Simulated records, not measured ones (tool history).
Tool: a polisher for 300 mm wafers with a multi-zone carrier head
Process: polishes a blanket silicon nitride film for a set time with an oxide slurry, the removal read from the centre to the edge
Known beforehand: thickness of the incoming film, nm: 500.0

run    day  flow of slurry (ml/min)  pressure of the head's centre zone  pressure of the head's middle zone  pressure of the head's edge zone  abrasive content of the slurry  polishing time (s)  film removed at the wafer's centre (angstrom)  film removed at mid-radius (angstrom)  film removed at the wafer's edge (angstrom)
  1      0                      190                                   1                                   1                                 1                               1                  63                                         677.42                                 692.22                                        684.6
  2  0.267                      205                                1.01                                0.99                              1.03                               1                  63                                         689.24                                 700.81                                       705.05
  3  0.354                      205                                1.01                                0.91                              1.03                               1                  63                                         703.96                                 646.06                                       699.87
  4  0.571                      220                                1.01                                0.91                              1.05                               1                  63                                         696.61                                 658.17                                       719.82
  5  0.938                      230                                1.02                                0.91                              1.06                               1                  63                                         714.55                                 658.48                                       728.19
  6    1.2                      260                                1.02                                0.91                              1.06                               1                  63                                          714.6                                 659.67                                       724.47
  7  1.483                      260                                1.03                                0.92                              1.07                               1                  63                                         726.36                                  668.5                                       740.31
  8  1.617                      260                                1.04                                0.93                              1.08                               1                  63                                         724.39                                 681.67                                       732.95
  9  1.679                      260                                1.05                                0.93                              1.09                               1                  63                                         748.65                                 683.98                                       731.66
 10      2                      260                                1.05                                0.93                              1.11                               1                  63                                         745.75                                 684.15                                       740.66
 11  2.333                      260                                1.05                                0.93                              1.11                               1                  63                                         744.32                                 670.42                                       746.61
     2.658  -- worn pad replaced by a new one
 12  2.658                      260                                1.05                                0.94                              1.12                               1                  63                                         863.33                                 797.99                                       861.35
 13  2.779                      265                                1.05                                0.94                              1.11                               1                  63                                         878.99                                 796.04                                       864.95
 14  2.908                      245                                1.04                                0.94                              1.11                               1                  63                                         844.01                                 789.25                                       869.66

For run 15, what comes out?
 15  3.262                      255                                1.04                                0.94                              1.11                               1                  63                                              ?                                      ?                                            ?

Run 15 came out at film removed at the wafer's centre (angstrom) 842.88, film removed at mid-radius (angstrom) 801.92, film removed at the wafer's edge (angstrom) 864.77.

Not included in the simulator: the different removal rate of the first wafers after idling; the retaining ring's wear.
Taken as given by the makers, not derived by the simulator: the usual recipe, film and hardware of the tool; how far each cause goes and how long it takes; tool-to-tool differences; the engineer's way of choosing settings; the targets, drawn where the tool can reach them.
